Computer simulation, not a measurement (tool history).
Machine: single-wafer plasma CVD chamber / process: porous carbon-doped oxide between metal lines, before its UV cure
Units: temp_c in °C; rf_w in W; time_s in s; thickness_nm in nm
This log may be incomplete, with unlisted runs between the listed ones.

Run 1, hour 0.0: temp_c 310 °C, rf_w 405 W, time_s 31.3 s. Result: thickness_nm 130.51 nm.
Run 2, hour 7.0: temp_c 310 °C, rf_w 405 W, time_s 31.3 s. Result: thickness_nm 131.89 nm.
Run 3, hour 10.4: temp_c 310 °C, rf_w 405 W, time_s 29.6 s. Result: thickness_nm 124.77 nm.
Run 4, hour 14.3: temp_c 306 °C, rf_w 405 W, time_s 29.6 s. Result: thickness_nm 125.68 nm.
Run 5, hour 17.2: temp_c 305 °C, rf_w 420 W, time_s 29.7 s. Result: thickness_nm 132.44 nm.
Run 6, hour 21.9: temp_c 305 °C, rf_w 420 W, time_s 29.6 s. Result: thickness_nm 130.27 nm.
Run 7, hour 29.1: temp_c 304 °C, rf_w 435 W, time_s 29.7 s. Result: thickness_nm 137.12 nm.
At hour 37.9: RF generator calibrated.
Run 8, hour 37.9: temp_c 302 °C, rf_w 440 W, time_s 29.7 s. Result: thickness_nm 145.16 nm.
Run 9, hour 46.5: temp_c 301 °C, rf_w 440 W, time_s 29.7 s. Result: thickness_nm 145.51 nm.

What will run 10 give?
Run 10, hour 47.5: temp_c 300 °C, rf_w 440 W, time_s 29.7 s. Result: thickness_nm ?.

thickness_nm: 144.82 nm
